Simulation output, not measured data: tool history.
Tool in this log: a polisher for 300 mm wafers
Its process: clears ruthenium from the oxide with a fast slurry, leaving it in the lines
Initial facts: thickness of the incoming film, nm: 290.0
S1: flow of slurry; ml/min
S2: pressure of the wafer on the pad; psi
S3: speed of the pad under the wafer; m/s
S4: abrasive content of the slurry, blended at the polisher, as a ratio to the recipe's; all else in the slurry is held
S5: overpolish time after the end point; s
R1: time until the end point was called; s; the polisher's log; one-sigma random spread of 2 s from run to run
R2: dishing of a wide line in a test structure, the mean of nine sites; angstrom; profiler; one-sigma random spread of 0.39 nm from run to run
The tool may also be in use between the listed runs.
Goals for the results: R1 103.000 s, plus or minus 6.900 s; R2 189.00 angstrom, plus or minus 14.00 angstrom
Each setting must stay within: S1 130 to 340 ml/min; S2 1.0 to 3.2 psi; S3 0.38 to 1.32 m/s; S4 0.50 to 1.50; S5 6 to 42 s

run    day   S1   S2    S3    S4  S5       R1      R2
  1  0.000  220  2.1  0.84  1.00  21   96.192  425.33
  2  0.108  220  2.1  0.84  1.00  15   97.643  298.17
  3  0.258  220  2.1  0.84  1.00  11   93.665  253.27
  4  0.529  220  2.1  0.84  1.00   6   93.348  135.05
  5  0.788  220  2.1  0.84  0.90   6   99.894  131.73
  6  1.092  220  2.1  0.70  0.90   6  118.720  110.85
  7  1.200  220  2.1  0.72  0.90   7  114.910  133.61
  8  1.338  220  2.1  0.72  0.90   8  114.450  152.69
  9  1.375  220  2.3  0.74  0.90  11  103.060  232.66
 10  1.579  225  2.2  0.78  0.95   8   96.955  172.03
 11  1.850  220  2.2  0.78  0.95   8  103.470  173.85

Which of these 5 next moves meets every target?
  A  2.121  320  1.2  1.30  1.10   7   ?   ?
  B  2.121  225  2.4  0.64  0.90  12   ?   ?
  C  2.121  145  1.9  0.64  1.30  13   ?   ?
  D  2.121  225  1.9  0.88  0.95   9   ?   ?
  E  2.121  220  1.5  1.16  0.70   7   ?   ?

move       R1      R2
   A   97.916  158.06
   B  111.540  228.96
   C  125.330  221.64
   D  100.520  194.20
   E  110.580  141.19
A: its largest miss is bigger than the last run's
B: takes the biggest miss from the last run beyond its target
C: takes the biggest miss from the last run beyond its target
D: meets every target
E: its largest miss is bigger than the last run's
Correct choice: D, which meets every target

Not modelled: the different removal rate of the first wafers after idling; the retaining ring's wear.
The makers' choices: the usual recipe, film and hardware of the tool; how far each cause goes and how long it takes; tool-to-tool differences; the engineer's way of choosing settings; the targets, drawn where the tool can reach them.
